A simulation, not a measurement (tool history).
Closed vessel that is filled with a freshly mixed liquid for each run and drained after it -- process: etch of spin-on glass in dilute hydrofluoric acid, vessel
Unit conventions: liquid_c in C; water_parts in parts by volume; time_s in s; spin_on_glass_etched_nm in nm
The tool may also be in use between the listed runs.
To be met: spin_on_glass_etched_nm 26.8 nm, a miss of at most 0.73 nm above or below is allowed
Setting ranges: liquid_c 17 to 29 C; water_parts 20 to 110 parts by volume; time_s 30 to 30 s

run 1 hour=0 | liquid_c=21 water_parts=60 time_s=30 | spin_on_glass_etched_nm=15.267
run 2 hour=8.7 | liquid_c=19 water_parts=60 time_s=30 | spin_on_glass_etched_nm=14.186
run 3 hour=10.8 | liquid_c=22 water_parts=55 time_s=30 | spin_on_glass_etched_nm=17.916
run 4 hour=14.1 | liquid_c=22 water_parts=55 time_s=30 | spin_on_glass_etched_nm=17.582
run 5 hour=22 | liquid_c=22 water_parts=65 time_s=30 | spin_on_glass_etched_nm=15.104
run 6 hour=23.2 | liquid_c=24 water_parts=60 time_s=30 | spin_on_glass_etched_nm=17.561
run 7 hour=25.5 | liquid_c=25.5 water_parts=55 time_s=30 | spin_on_glass_etched_nm=20.913
-- hour=32.1 thermometer replaced
run 8 hour=32.1 | liquid_c=26.5 water_parts=55 time_s=30 | spin_on_glass_etched_nm=23.644
run 9 hour=34.4 | liquid_c=27 water_parts=55 time_s=30 | spin_on_glass_etched_nm=24.025
run 10 hour=36 | liquid_c=27.5 water_parts=55 time_s=30 | spin_on_glass_etched_nm=24.766
run 11 hour=43.5 | liquid_c=29 water_parts=55 time_s=30 | spin_on_glass_etched_nm=25.976
run 12 hour=50.8 | liquid_c=28.5 water_parts=55 time_s=30 | spin_on_glass_etched_nm=25.268
run 13 hour=60.1 | liquid_c=29 water_parts=50 time_s=30 | spin_on_glass_etched_nm=28.977
run 14 hour=68.9 | liquid_c=28.5 water_parts=50 time_s=30 | spin_on_glass_etched_nm=28.24
run 15 hour=70.1 | liquid_c=28 water_parts=50 time_s=30 | spin_on_glass_etched_nm=27.942

Of the 4 settings listed for the next run, only one would bring every result within its allowed miss of target. Which one?
run A hour=71.3 | liquid_c=26.5 water_parts=45 time_s=30 | spin_on_glass_etched_nm=?
run B hour=71.3 | liquid_c=27 water_parts=50 time_s=30 | spin_on_glass_etched_nm=?
run C hour=71.3 | liquid_c=29 water_parts=50 time_s=30 | spin_on_glass_etched_nm=?
run D hour=71.3 | liquid_c=28.5 water_parts=50 time_s=30 | spin_on_glass_etched_nm=?

move=A spin_on_glass_etched_nm=29.106
move=B spin_on_glass_etched_nm=26.54
move=C spin_on_glass_etched_nm=28.743
move=D spin_on_glass_etched_nm=28.179
A: further off than the last run
B: every result lands within tolerance
C: further off than the last run
D: further off than the last run
Go with B: it meets all targets.

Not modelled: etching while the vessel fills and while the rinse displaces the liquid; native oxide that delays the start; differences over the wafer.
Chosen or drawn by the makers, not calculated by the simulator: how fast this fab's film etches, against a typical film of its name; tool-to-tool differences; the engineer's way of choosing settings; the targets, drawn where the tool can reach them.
